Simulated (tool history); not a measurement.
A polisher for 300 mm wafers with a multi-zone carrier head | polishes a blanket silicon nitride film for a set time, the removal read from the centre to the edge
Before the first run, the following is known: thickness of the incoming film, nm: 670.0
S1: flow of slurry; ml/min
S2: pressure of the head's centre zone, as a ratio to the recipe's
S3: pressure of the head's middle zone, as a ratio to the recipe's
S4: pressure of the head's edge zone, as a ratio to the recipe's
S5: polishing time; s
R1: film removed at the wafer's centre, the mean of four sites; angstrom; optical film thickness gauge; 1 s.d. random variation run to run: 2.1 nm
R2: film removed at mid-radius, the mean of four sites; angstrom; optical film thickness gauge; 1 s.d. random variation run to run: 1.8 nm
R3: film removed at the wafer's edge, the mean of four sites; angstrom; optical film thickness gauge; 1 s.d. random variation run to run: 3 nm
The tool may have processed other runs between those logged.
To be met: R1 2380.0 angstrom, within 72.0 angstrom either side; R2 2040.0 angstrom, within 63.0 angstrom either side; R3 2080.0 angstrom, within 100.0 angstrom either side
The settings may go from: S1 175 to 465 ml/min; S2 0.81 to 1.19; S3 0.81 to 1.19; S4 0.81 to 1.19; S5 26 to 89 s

Run 1, hour 0.0: S1 295 ml/min, S2 1.00, S3 1.00, S4 1.00, S5 57 s. Result: R1 1519.8 angstrom, R2 1521.3 angstrom, R3 1584.4 angstrom.
Run 2, hour 7.6: S1 295 ml/min, S2 0.92, S3 1.00, S4 1.00, S5 57 s. Result: R1 1473.3 angstrom, R2 1549.1 angstrom, R3 1595.7 angstrom.
Run 3, hour 8.8: S1 310 ml/min, S2 0.98, S3 1.00, S4 0.98, S5 61 s. Result: R1 1603.8 angstrom, R2 1611.0 angstrom, R3 1696.4 angstrom.
Run 4, hour 12.4: S1 310 ml/min, S2 0.98, S3 1.00, S4 0.98, S5 71 s. Result: R1 1922.0 angstrom, R2 1928.4 angstrom, R3 1985.5 angstrom.
Run 5, hour 15.1: S1 310 ml/min, S2 0.98, S3 1.05, S4 0.98, S5 71 s. Result: R1 1914.5 angstrom, R2 1984.2 angstrom, R3 2027.5 angstrom.
Run 6, hour 17.0: S1 310 ml/min, S2 1.03, S3 1.04, S4 0.96, S5 72 s. Result: R1 2023.2 angstrom, R2 2009.7 angstrom, R3 2034.1 angstrom.
Run 7, hour 21.9: S1 365 ml/min, S2 1.13, S3 1.01, S4 0.97, S5 73 s. Result: R1 2244.1 angstrom, R2 2037.4 angstrom, R3 2041.4 angstrom.
Run 8, hour 29.9: S1 365 ml/min, S2 1.14, S3 1.01, S4 0.98, S5 73 s. Result: R1 2265.1 angstrom, R2 1985.2 angstrom, R3 2093.3 angstrom.
Run 9, hour 33.7: S1 370 ml/min, S2 1.15, S3 1.01, S4 0.97, S5 73 s. Result: R1 2293.3 angstrom, R2 1993.8 angstrom, R3 2029.2 angstrom.

Exactly one of the 4 candidate moves below puts every result within its allowed miss. Which one?
Run A, hour 37.5: S1 320 ml/min, S2 1.15, S3 0.99, S4 1.03, S5 70 s. Result: R1 ?, R2 ?, R3 ?.
Run B, hour 37.5: S1 465 ml/min, S2 1.11, S3 1.00, S4 0.98, S5 71 s. Result: R1 ?, R2 ?, R3 ?.
Run C, hour 37.5: S1 285 ml/min, S2 1.19, S3 1.02, S4 0.95, S5 76 s. Result: R1 ?, R2 ?, R3 ?.
Run D, hour 37.5: S1 365 ml/min, S2 1.10, S3 1.04, S4 0.95, S5 69 s. Result: R1 ?, R2 ?, R3 ?.

move      R1      R2      R3
   A  2168.4  1894.3  2044.5
   B  2206.2  1997.0  2069.0
   C  2391.7  2083.5  2110.7
   D  2086.8  1970.9  1951.5
A: further off than the last run
B: further off than the last run
C: meets every target
D: further off than the last run
C meets every target.
